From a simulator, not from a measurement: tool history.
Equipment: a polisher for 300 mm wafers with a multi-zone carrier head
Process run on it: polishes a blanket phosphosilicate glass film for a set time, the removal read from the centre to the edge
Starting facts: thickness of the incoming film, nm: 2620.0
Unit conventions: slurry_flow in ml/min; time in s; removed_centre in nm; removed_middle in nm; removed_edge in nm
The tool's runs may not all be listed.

Run 1, day 0: slurry_flow 320 ml/min, centre_zone 1, middle_zone 1, edge_zone 1, slurry_solids 1, time 72 s. Result: removed_centre 407.79 nm, removed_middle 413.12 nm, removed_edge 433.67 nm.
Run 2, day 0.283: slurry_flow 320 ml/min, centre_zone 1.02, middle_zone 1, edge_zone 1.01, slurry_solids 1.05, time 73 s. Result: removed_centre 427.28 nm, removed_middle 418.5 nm, removed_edge 441.45 nm.
Run 3, day 0.588: slurry_flow 290 ml/min, centre_zone 1.02, middle_zone 1, edge_zone 1.01, slurry_solids 1.05, time 73 s. Result: removed_centre 420.35 nm, removed_middle 416.19 nm, removed_edge 434.64 nm.
Run 4, day 0.721: slurry_flow 305 ml/min, centre_zone 1.03, middle_zone 1, edge_zone 1.02, slurry_solids 1.1, time 74 s. Result: removed_centre 444.44 nm, removed_middle 433.14 nm, removed_edge 453.46 nm.
Run 5, day 0.971: slurry_flow 315 ml/min, centre_zone 1.04, middle_zone 1, edge_zone 1.03, slurry_solids 1.15, time 75 s. Result: removed_centre 465.56 nm, removed_middle 439.8 nm, removed_edge 454.79 nm.
Run 6, day 1.2: slurry_flow 385 ml/min, centre_zone 1.04, middle_zone 1, edge_zone 1.03, slurry_solids 1.15, time 75 s. Result: removed_centre 467.92 nm, removed_middle 453.17 nm, removed_edge 467.68 nm.
Run 7, day 1.35: slurry_flow 385 ml/min, centre_zone 1.04, middle_zone 0.99, edge_zone 1.04, slurry_solids 1.2, time 77 s. Result: removed_centre 490.22 nm, removed_middle 462.21 nm, removed_edge 499.26 nm.

For run 8, what comes out?
At day 1.646: slurry nozzle cleaned.
Run 8, day 1.646: slurry_flow 385 ml/min, centre_zone 1.04, middle_zone 0.99, edge_zone 1.04, slurry_solids 1.25, time 78 s. Result: removed_centre ?, removed_middle ?, removed_edge ?.

{"run 8": {"removed_centre": 515.85, "removed_middle": 494.54, "removed_edge": 509.11}}
